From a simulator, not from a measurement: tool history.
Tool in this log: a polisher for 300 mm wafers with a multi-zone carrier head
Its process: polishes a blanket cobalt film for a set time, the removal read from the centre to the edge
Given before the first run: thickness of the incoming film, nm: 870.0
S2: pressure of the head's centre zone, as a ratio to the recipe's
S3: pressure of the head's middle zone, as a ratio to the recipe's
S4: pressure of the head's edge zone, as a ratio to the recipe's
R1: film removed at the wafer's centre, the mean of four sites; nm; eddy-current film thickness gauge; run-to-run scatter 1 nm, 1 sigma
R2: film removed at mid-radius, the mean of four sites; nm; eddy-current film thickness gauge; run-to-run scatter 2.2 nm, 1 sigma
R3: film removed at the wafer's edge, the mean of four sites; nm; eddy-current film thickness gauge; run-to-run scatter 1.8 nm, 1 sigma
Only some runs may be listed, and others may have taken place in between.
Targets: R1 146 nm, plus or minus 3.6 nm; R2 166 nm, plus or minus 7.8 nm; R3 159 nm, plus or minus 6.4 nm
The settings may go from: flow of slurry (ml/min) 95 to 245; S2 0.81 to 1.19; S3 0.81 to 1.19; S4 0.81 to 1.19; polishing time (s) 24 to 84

{"run": 1, "day": 0.0, "flow of slurry (ml/min)": 155, "S2": 1, "S3": 1, "S4": 1, "polishing time (s)": 54, "R1": 243.25, "R2": 245.23, "R3": 254.95}
{"run": 2, "day": 0.296, "flow of slurry (ml/min)": 155, "S2": 1, "S3": 1, "S4": 0.93, "polishing time (s)": 54, "R1": 242.66, "R2": 240.62, "R3": 252.85}
{"run": 3, "day": 0.442, "flow of slurry (ml/min)": 155, "S2": 1, "S3": 1.05, "S4": 0.93, "polishing time (s)": 54, "R1": 242.51, "R2": 262.82, "R3": 241.39}
{"run": 4, "day": 0.521, "flow of slurry (ml/min)": 150, "S2": 0.98, "S3": 1.05, "S4": 0.92, "polishing time (s)": 49, "R1": 211.81, "R2": 227.13, "R3": 222.49}
{"run": 5, "day": 0.596, "flow of slurry (ml/min)": 150, "S2": 0.98, "S3": 1.13, "S4": 0.92, "polishing time (s)": 49, "R1": 214.52, "R2": 249.07, "R3": 220.29}
{"run": 6, "day": 0.962, "flow of slurry (ml/min)": 150, "S2": 1.05, "S3": 1.13, "S4": 0.92, "polishing time (s)": 49, "R1": 230.73, "R2": 243.14, "R3": 222.96}
{"run": 7, "day": 1.192, "flow of slurry (ml/min)": 125, "S2": 0.95, "S3": 1.03, "S4": 0.85, "polishing time (s)": 34, "R1": 140.55, "R2": 150.39, "R3": 144.79}
{"run": 8, "day": 1.492, "flow of slurry (ml/min)": 130, "S2": 0.94, "S3": 1.04, "S4": 0.87, "polishing time (s)": 34, "R1": 138.01, "R2": 153.81, "R3": 146.74}
{"run": 9, "day": 1.829, "flow of slurry (ml/min)": 130, "S2": 0.94, "S3": 1.04, "S4": 0.87, "polishing time (s)": 34, "R1": 139.03, "R2": 158.46, "R3": 145.98}

4 next moves are on the table. One of them brings every result within its allowed miss. Which?
{"run": "A", "day": 2.167, "flow of slurry (ml/min)": 115, "S2": 0.82, "S3": 0.94, "S4": 1, "polishing time (s)": 39, "R1": "?", "R2": "?", "R3": "?"}
{"run": "B", "day": 2.167, "flow of slurry (ml/min)": 185, "S2": 1.13, "S3": 1.19, "S4": 0.81, "polishing time (s)": 29, "R1": "?", "R2": "?", "R3": "?"}
{"run": "C", "day": 2.167, "flow of slurry (ml/min)": 200, "S2": 0.92, "S3": 1.04, "S4": 0.92, "polishing time (s)": 34, "R1": "?", "R2": "?", "R3": "?"}
{"run": "D", "day": 2.167, "flow of slurry (ml/min)": 155, "S2": 0.96, "S3": 1.13, "S4": 0.81, "polishing time (s)": 34, "R1": "?", "R2": "?", "R3": "?"}

move=A R1=135.08 R2=160.87 R3=181.52
move=B R1=150.8 R2=157.28 R3=128.82
move=C R1=145.48 R2=166.12 R3=161.45
move=D R1=145.94 R2=172.1 R3=148.4
A: takes the biggest miss from the last run beyond its target
B: moves away from the targets compared with the last run
C: meets every target
D: an improvement on the last run, though not all results are within tolerance
Move C is the one to make.

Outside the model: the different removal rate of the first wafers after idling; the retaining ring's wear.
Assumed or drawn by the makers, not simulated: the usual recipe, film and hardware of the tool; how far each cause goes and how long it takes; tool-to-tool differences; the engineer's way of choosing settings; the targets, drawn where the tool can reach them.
